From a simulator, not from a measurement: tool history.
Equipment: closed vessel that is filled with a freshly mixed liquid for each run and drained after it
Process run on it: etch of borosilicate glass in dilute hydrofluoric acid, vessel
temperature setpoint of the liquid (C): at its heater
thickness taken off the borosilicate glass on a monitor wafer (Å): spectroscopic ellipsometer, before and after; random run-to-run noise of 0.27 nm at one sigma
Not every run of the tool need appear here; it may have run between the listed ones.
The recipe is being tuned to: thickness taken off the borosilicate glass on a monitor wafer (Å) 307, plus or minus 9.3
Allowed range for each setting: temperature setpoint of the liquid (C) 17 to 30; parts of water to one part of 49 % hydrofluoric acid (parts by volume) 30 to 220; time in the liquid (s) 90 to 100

run	hour	temperature setpoint of the liquid (C)	parts of water to one part of 49 % hydrofluoric acid (parts by volume)	time in the liquid (s)	thickness taken off the borosilicate glass on a monitor wafer (Å)
1	0	22	125	90	220.79
2	4.5	18.5	125	90	190.29
3	6	21	125	90	208.11
4	12.4	19	125	90	195.83
5	17.9	21.5	125	90	214.67
6	22	23.5	125	90	231.61
7	23.5	25	125	90	247.41
8	24.3	26	125	90	255.17
9	25.3	27	125	90	267.03
10	28.6	27.5	125	90	269.05
11	29.9	28	125	90	271.9
# hour 30.6: thermometer replaced
12	30.6	28.5	125	90	292.03

Exercise: of the 4 proposed moves below, exactly one satisfies all targets within the stated allowed misses. Which move is it?
A	31.3	22.5	120	100	?
B	31.3	28.5	135	90	?
C	31.3	27	120	95	?
D	31.3	28	130	90	?

move	thickness taken off the borosilicate glass on a monitor wafer (Å)
A	274.62
B	271.39
C	310.61
D	278.44
A: its largest miss is bigger than the last run's
B: its largest miss is bigger than the last run's
C: all results in spec
D: its largest miss is bigger than the last run's
Go with C: it meets all targets.
